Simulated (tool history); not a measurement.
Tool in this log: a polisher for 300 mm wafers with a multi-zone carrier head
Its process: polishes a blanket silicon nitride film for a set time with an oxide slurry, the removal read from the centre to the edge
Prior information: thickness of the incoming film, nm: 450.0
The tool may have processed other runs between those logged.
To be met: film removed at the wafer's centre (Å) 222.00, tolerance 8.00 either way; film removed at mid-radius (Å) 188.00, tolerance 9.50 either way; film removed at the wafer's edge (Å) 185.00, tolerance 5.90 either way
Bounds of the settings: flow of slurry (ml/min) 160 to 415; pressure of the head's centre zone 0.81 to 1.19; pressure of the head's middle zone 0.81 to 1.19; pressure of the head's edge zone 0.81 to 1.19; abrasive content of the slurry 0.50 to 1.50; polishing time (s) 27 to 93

run,day,flow of slurry (ml/min),pressure of the head's centre zone,pressure of the head's middle zone,pressure of the head's edge zone,abrasive content of the slurry,polishing time (s),film removed at the wafer's centre (Å),film removed at mid-radius (Å),film removed at the wafer's edge (Å)
1,0.000,265,1.00,1.00,1.00,1.00,59,309.89,300.84,300.94
2,0.317,265,1.01,0.99,0.99,0.95,58,298.70,298.23,287.60
3,0.400,265,1.01,0.99,1.05,0.95,58,301.78,294.08,300.09
4,0.688,265,1.01,1.05,1.05,0.95,58,300.85,304.69,300.16
5,1.038,265,1.02,1.03,1.04,0.90,57,290.75,293.16,288.86
6,1.312,265,1.04,1.01,1.03,0.85,56,283.41,276.62,278.16
7,1.542,265,1.06,1.00,1.01,0.80,55,274.78,258.24,262.73
8,1.912,265,1.07,1.00,0.99,0.75,54,270.32,250.33,246.37
9,2.283,265,1.07,0.99,0.98,0.70,54,254.83,240.05,235.36
10,2.646,265,1.07,0.97,0.96,0.70,54,257.15,238.23,237.88
11,2.675,265,1.08,0.96,0.95,0.70,53,256.18,232.43,230.26
12,2.804,265,1.08,0.95,0.94,0.70,53,256.74,227.24,231.34
13,3.154,265,1.08,0.95,0.93,0.70,53,252.92,230.84,226.72

Which one of the following 4 next-run settings gets every result inside its allowed miss? There is exactly one.
A,3.504,225,1.02,1.16,0.85,0.50,56,?,?,?
B,3.504,205,1.00,0.97,0.90,0.80,64,?,?,?
C,3.504,235,1.14,0.96,0.91,0.55,49,?,?,?
D,3.504,250,1.14,1.10,0.82,0.70,46,?,?,?

move,film removed at the wafer's centre (Å),film removed at mid-radius (Å),film removed at the wafer's edge (Å)
A,216.95,237.17,194.93
B,292.94,281.36,278.11
C,222.77,185.34,184.92
D,234.75,218.82,184.87
A: nearer the targets than the last run, but a result is still out of spec
B: moves away from the targets compared with the last run
C: every result lands within tolerance
D: the worst result of the last run now meets its target, but another is out of spec
The move that meets every target is C.

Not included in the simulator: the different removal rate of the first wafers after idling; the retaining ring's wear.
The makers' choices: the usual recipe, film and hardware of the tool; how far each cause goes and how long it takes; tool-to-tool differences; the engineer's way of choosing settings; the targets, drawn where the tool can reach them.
